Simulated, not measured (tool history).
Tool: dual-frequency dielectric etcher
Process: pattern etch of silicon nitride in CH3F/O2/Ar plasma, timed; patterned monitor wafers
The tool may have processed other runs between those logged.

run,hour,source power (W),bias power (W),etch time (s),mean etch depth across the wafer (angstrom)
1,0,490,77,46,346.8
2,7.1,440,77,46,332.99
3,11.8,440,64,46,299.37
4,16.6,440,64,46,299.83
5,23.4,500,71,46,330.21
6,24.7,500,61,46,308.9
7,32.4,550,68,46,334.95
8,39.3,580,74,46,357.65
9,40.9,600,79,46,370.93
10,43.3,620,83,46,388.98
# hour 48.3: wet clean of the chamber
11,48.3,630,86,46,412.31

Run 12 has not been measured yet. What should we expect?
12,53.7,640,87,46,?

Run 12 gave mean etch depth across the wafer (angstrom) 412.87.
